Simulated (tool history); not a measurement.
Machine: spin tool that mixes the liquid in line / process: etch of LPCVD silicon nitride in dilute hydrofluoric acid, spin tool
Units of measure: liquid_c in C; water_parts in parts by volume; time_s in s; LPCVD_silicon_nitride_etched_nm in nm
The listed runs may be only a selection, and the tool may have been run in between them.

run,day,liquid_c,water_parts,time_s,LPCVD_silicon_nitride_etched_nm
1,0,26,205,45,0.13254
2,0.342,25.5,215,45,0.12127
3,0.65,25,220,45,0.12139
4,0.871,22,220,45,0.10548
5,1.217,22,225,45,0.10419
6,1.579,23.5,225,45,0.11653
7,1.75,23,235,45,0.10054
8,1.954,23,240,45,0.10319
9,2.283,21,295,30,0.048881
10,2.45,21,290,30,0.047819
11,2.625,23.5,240,45,0.094814
12,2.683,23.5,245,45,0.095595
13,3.025,23.5,245,45,0.098976
14,3.129,23.5,250,45,0.10122

The next listed run, before its measurement:
15,3.204,23,255,45,?

Run 15 yielded LPCVD_silicon_nitride_etched_nm 0.090537 nm.
